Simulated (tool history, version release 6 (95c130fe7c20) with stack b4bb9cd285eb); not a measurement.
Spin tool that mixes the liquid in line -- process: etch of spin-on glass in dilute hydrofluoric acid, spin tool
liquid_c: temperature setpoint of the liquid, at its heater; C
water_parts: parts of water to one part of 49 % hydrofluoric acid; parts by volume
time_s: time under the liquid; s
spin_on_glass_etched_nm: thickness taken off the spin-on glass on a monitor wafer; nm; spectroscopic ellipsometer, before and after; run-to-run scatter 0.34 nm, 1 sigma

run 1 hour=0.0 | liquid_c=22.0 water_parts=250 time_s=310 | spin_on_glass_etched_nm=33.274
run 2 hour=7.5 | liquid_c=22.0 water_parts=315 time_s=310 | spin_on_glass_etched_nm=24.736
run 3 hour=10.4 | liquid_c=23.5 water_parts=305 time_s=310 | spin_on_glass_etched_nm=27.209
run 4 hour=15.9 | liquid_c=24.5 water_parts=295 time_s=310 | spin_on_glass_etched_nm=29.477
run 5 hour=16.5 | liquid_c=24.5 water_parts=335 time_s=310 | spin_on_glass_etched_nm=25.417
run 6 hour=25.3 | liquid_c=21.0 water_parts=335 time_s=310 | spin_on_glass_etched_nm=22.143
run 7 hour=33.1 | liquid_c=22.5 water_parts=315 time_s=310 | spin_on_glass_etched_nm=25.475

What does the tool deliver on the next run?
-- hour=35.0 hydrofluoric acid flow meter replaced
run 8 hour=35.0 | liquid_c=24.0 water_parts=300 time_s=310 | spin_on_glass_etched_nm=?

spin_on_glass_etched_nm: 25.842 nm

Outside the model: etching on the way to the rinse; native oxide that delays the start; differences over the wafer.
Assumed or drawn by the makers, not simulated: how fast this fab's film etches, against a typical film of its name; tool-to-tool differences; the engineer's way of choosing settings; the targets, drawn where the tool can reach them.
